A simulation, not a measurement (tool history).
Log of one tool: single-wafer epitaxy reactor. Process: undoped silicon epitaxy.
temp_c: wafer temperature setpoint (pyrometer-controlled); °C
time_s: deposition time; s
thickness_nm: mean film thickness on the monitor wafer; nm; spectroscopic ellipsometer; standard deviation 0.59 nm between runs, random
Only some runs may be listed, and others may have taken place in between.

run	hour	temp_c	time_s	thickness_nm
1	0.0	660	527	109.630
2	4.2	652	527	92.142
3	5.8	654	527	96.072
4	9.9	655	527	98.701
5	18.4	656	527	100.460
6	19.3	656	468	89.636

Run 7 comes next. What will it give?
7	23.2	658	468	?

{"run 7": {"thickness_nm": 93.472}}
